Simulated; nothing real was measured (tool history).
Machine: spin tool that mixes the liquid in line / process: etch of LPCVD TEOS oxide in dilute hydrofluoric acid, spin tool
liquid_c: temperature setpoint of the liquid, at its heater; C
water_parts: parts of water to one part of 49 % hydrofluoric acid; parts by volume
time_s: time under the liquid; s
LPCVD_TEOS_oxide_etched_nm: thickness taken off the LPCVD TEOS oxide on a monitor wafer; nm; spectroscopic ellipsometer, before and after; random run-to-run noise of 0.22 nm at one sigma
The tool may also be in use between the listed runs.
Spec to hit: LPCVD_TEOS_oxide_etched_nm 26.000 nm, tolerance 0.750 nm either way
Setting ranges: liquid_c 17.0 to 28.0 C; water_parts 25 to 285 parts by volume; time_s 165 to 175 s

| run | day | liquid_c | water_parts | time_s | LPCVD_TEOS_oxide_etched_nm |
|---|---|---|---|---|---|
| 1 | 0.000 | 20.0 | 155 | 165 | 31.368 |
| 2 | 0.175 | 20.0 | 135 | 165 | 36.522 |
| 3 | 0.408 | 20.0 | 170 | 165 | 28.339 |
| 4 | 0.546 | 20.0 | 195 | 165 | 24.102 |
| 5 | 0.712 | 21.0 | 195 | 165 | 25.104 |
| 6 | 0.771 | 21.0 | 140 | 165 | 36.890 |
| 7 | 0.942 | 20.5 | 145 | 165 | 35.218 |
| 8 | 1.296 | 20.0 | 145 | 165 | 34.005 |
| 9 | 1.475 | 19.5 | 145 | 165 | 33.414 |
| 10 | 1.550 | 18.0 | 160 | 165 | 27.648 |
| 11 | 1.654 | 17.5 | 160 | 165 | 27.473 |

5 next moves are on the table. One of them brings every result within its allowed miss. Which?
| A | 1.758 | 19.0 | 185 | 175 | ? |
| B | 1.758 | 17.0 | 145 | 165 | ? |
| C | 1.758 | 19.5 | 165 | 170 | ? |
| D | 1.758 | 17.0 | 160 | 175 | ? |
| E | 1.758 | 18.5 | 155 | 165 | ? |

| move | LPCVD_TEOS_oxide_etched_nm |
|---|---|
| A | 26.031 |
| B | 30.042 |
| C | 29.498 |
| D | 28.460 |
| E | 29.579 |
A: each result inside its tolerance
B: the biggest miss grows against the last run
C: the biggest miss grows against the last run
D: the biggest miss grows against the last run
E: the biggest miss grows against the last run
Correct choice: A, which meets every target
